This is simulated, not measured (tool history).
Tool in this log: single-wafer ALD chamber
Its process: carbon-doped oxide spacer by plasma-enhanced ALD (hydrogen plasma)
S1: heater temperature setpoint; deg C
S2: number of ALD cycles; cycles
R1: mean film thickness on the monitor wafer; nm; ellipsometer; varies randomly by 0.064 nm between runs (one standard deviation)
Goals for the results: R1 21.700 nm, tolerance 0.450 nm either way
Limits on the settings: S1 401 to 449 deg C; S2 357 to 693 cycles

{"run": 1, "hour": 0.0, "S1": 425, "S2": 525, "R1": 25.311}
{"run": 2, "hour": 3.6, "S1": 425, "S2": 462, "R1": 22.322}
{"run": 3, "hour": 10.6, "S1": 426, "S2": 461, "R1": 22.298}
{"run": 4, "hour": 20.0, "S1": 422, "S2": 461, "R1": 22.593}
{"run": 5, "hour": 24.6, "S1": 422, "S2": 386, "R1": 18.997}
{"run": 6, "hour": 26.5, "S1": 412, "S2": 386, "R1": 19.466}
{"run": 7, "hour": 34.6, "S1": 412, "S2": 393, "R1": 19.811}
{"run": 8, "hour": 37.4, "S1": 405, "S2": 438, "R1": 22.671}
{"run": 9, "hour": 46.2, "S1": 406, "S2": 437, "R1": 22.574}
{"run": 10, "hour": 48.9, "S1": 407, "S2": 436, "R1": 22.375}
{"run": 11, "hour": 55.0, "S1": 408, "S2": 435, "R1": 22.397}
{"run": 12, "hour": 58.4, "S1": 409, "S2": 434, "R1": 22.331}

Which of these 5 next moves meets every target?
{"run": "A", "hour": 61.8, "S1": 408, "S2": 444, "R1": "?"}
{"run": "B", "hour": 61.8, "S1": 401, "S2": 439, "R1": "?"}
{"run": "C", "hour": 61.8, "S1": 412, "S2": 428, "R1": "?"}
{"run": "D", "hour": 61.8, "S1": 405, "S2": 446, "R1": "?"}
{"run": "E", "hour": 61.8, "S1": 403, "S2": 443, "R1": "?"}

move=A R1=22.778
move=B R1=22.908
move=C R1=21.652
move=D R1=23.120
move=E R1=23.117
A: misses by more than the last run did
B: misses by more than the last run did
C: hits every target within its allowed miss
D: misses by more than the last run did
E: misses by more than the last run did
C is the move that brings every result within its allowed miss.
